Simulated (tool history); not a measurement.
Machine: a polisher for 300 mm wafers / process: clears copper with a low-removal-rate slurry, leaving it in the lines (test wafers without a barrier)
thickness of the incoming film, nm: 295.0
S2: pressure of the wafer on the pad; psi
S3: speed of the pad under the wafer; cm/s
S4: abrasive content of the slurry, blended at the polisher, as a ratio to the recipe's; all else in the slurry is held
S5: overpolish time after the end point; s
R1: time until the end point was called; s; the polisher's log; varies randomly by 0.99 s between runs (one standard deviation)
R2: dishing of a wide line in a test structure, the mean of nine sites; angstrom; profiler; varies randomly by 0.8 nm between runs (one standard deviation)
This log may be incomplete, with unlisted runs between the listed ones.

run 1 day=0 | flow_of_slurry_(ml/min)=320 S2=2.3 S3=86 S4=1 S5=26 | R1=132.96 R2=304.81
run 2 day=0.042 | flow_of_slurry_(ml/min)=320 S2=1.9 S3=86 S4=1 S5=26 | R1=155.16 R2=270.79
run 3 day=0.262 | flow_of_slurry_(ml/min)=320 S2=2.4 S3=92 S4=1 S5=27 | R1=119.21 R2=338.06
run 4 day=0.354 | flow_of_slurry_(ml/min)=320 S2=2.2 S3=92 S4=1 S5=27 | R1=130.7 R2=323.88
run 5 day=0.412 | flow_of_slurry_(ml/min)=320 S2=2.2 S3=76 S4=1 S5=27 | R1=158.21 R2=282.78
run 6 day=0.471 | flow_of_slurry_(ml/min)=320 S2=2.6 S3=84 S4=1 S5=27 | R1=119.99 R2=335.61
run 7 day=0.5 | flow_of_slurry_(ml/min)=320 S2=2.9 S3=90 S4=1 S5=28 | R1=100.99 R2=383.58
run 8 day=0.779 | flow_of_slurry_(ml/min)=320 S2=3.1 S3=94 S4=1 S5=29 | R1=89.554 R2=415.62
run 9 day=0.954 | flow_of_slurry_(ml/min)=320 S2=3.2 S3=98 S4=1 S5=30 | R1=82.051 R2=429.1

Estimate the outcome of run 10 from the log above:
run 10 day=1.121 | flow_of_slurry_(ml/min)=320 S2=3.3 S3=100 S4=1 S5=31 | R1=? R2=?

{"run 10": {"R1": 78.065, "R2": 458.18}}

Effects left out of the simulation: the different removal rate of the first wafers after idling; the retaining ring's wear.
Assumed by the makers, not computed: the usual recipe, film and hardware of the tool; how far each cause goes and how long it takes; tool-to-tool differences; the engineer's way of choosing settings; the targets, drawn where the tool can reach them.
